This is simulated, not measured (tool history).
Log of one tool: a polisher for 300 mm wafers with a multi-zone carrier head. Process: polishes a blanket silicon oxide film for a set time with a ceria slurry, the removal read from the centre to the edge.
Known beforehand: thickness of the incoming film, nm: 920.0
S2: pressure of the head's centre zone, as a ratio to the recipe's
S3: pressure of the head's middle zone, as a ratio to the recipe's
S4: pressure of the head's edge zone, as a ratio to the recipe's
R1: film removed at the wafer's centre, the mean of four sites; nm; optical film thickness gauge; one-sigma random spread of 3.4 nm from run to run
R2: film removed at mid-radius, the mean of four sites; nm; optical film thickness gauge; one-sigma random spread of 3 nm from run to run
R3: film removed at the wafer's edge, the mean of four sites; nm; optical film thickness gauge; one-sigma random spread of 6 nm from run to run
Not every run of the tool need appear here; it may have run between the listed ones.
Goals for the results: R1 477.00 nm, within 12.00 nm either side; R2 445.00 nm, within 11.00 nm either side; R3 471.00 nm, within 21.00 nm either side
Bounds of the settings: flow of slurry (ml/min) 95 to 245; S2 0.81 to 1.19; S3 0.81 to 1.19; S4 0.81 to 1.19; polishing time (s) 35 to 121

run 1 day=0.000 | flow_of_slurry_(ml/min)=155 S2=1.00 S3=1.00 S4=1.00 polishing_time_(s)=78 | R1=384.92 R2=396.43 R3=384.04
run 2 day=0.342 | flow_of_slurry_(ml/min)=155 S2=1.00 S3=0.94 S4=1.00 polishing_time_(s)=78 | R1=383.58 R2=372.80 R3=380.40
run 3 day=0.554 | flow_of_slurry_(ml/min)=155 S2=1.00 S3=0.98 S4=1.00 polishing_time_(s)=78 | R1=382.16 R2=388.75 R3=378.85
run 4 day=0.733 | flow_of_slurry_(ml/min)=165 S2=1.01 S3=0.98 S4=1.03 polishing_time_(s)=79 | R1=398.46 R2=397.96 R3=403.54
run 5 day=0.942 | flow_of_slurry_(ml/min)=165 S2=1.09 S3=0.98 S4=1.03 polishing_time_(s)=79 | R1=416.65 R2=397.62 R3=403.15
run 6 day=1.075 | flow_of_slurry_(ml/min)=165 S2=1.09 S3=0.93 S4=1.03 polishing_time_(s)=79 | R1=412.35 R2=379.52 R3=387.52
run 7 day=1.317 | flow_of_slurry_(ml/min)=175 S2=1.10 S3=0.94 S4=1.05 polishing_time_(s)=79 | R1=428.78 R2=388.34 R3=400.24
run 8 day=1.438 | flow_of_slurry_(ml/min)=185 S2=1.10 S3=0.95 S4=1.07 polishing_time_(s)=79 | R1=432.64 R2=392.14 R3=402.76
run 9 day=1.758 | flow_of_slurry_(ml/min)=185 S2=1.11 S3=0.96 S4=1.09 polishing_time_(s)=80 | R1=437.20 R2=408.67 R3=411.40
run 10 day=1.779 | flow_of_slurry_(ml/min)=185 S2=1.11 S3=0.95 S4=1.11 polishing_time_(s)=82 | R1=456.28 R2=410.82 R3=440.44

Which of these 4 next moves meets every target?
run A day=1.800 | flow_of_slurry_(ml/min)=190 S2=1.06 S3=0.97 S4=1.12 polishing_time_(s)=91 | R1=? R2=? R3=?
run B day=1.800 | flow_of_slurry_(ml/min)=150 S2=0.92 S3=1.01 S4=1.11 polishing_time_(s)=90 | R1=? R2=? R3=?
run C day=1.800 | flow_of_slurry_(ml/min)=175 S2=1.13 S3=1.00 S4=1.19 polishing_time_(s)=86 | R1=? R2=? R3=?
run D day=1.800 | flow_of_slurry_(ml/min)=190 S2=1.03 S3=0.89 S4=1.19 polishing_time_(s)=87 | R1=? R2=? R3=?

move=A R1=487.16 R2=468.61 R3=490.46
move=B R1=415.24 R2=459.27 R3=467.68
move=C R1=474.98 R2=447.95 R3=471.96
move=D R1=456.00 R2=416.98 R3=483.05
A: carries the result that was furthest off beyond its target, to the other side
B: carries the result that was furthest off beyond its target, to the other side
C: every result lands within tolerance
D: moves toward the targets from the last run without getting all of them in spec
The right move is C.
